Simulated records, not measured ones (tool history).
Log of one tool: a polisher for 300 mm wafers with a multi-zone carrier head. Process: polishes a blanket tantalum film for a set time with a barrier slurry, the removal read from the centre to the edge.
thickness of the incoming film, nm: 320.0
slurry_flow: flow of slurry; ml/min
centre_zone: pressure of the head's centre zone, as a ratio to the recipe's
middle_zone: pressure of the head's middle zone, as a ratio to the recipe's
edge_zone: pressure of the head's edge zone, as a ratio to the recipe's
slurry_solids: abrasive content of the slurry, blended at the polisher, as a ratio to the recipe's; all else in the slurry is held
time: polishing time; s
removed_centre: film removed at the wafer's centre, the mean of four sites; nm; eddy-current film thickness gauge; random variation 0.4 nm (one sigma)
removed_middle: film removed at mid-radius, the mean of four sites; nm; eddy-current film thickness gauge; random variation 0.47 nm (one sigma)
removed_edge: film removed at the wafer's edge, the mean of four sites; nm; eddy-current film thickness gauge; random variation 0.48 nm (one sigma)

| run | hour | slurry_flow | centre_zone | middle_zone | edge_zone | slurry_solids | time | removed_centre | removed_middle | removed_edge |
|---|---|---|---|---|---|---|---|---|---|---|
| 1 | 0.0 | 295 | 1.00 | 1.00 | 1.00 | 1.00 | 47 | 58.083 | 57.838 | 58.272 |
| 2 | 3.9 | 295 | 1.00 | 1.00 | 1.04 | 1.00 | 47 | 57.672 | 58.223 | 60.233 |
| 3 | 5.1 | 295 | 1.00 | 1.00 | 1.09 | 1.00 | 47 | 58.058 | 59.328 | 61.323 |
| 4 | 12.9 | 295 | 1.00 | 1.00 | 1.09 | 0.80 | 47 | 53.369 | 54.228 | 56.136 |
| 5 | 15.5 | 295 | 1.06 | 1.00 | 1.09 | 0.80 | 47 | 56.797 | 52.634 | 56.287 |
| 6 | 20.2 | 295 | 1.06 | 1.00 | 1.09 | 0.95 | 47 | 60.537 | 57.774 | 58.345 |

The next listed run, before its measurement:
| 7 | 27.9 | 295 | 1.06 | 1.03 | 1.08 | 0.85 | 43 | ? | ? | ? |

removed_centre: 53.485 nm
removed_middle: 51.828 nm
removed_edge: 52.625 nm

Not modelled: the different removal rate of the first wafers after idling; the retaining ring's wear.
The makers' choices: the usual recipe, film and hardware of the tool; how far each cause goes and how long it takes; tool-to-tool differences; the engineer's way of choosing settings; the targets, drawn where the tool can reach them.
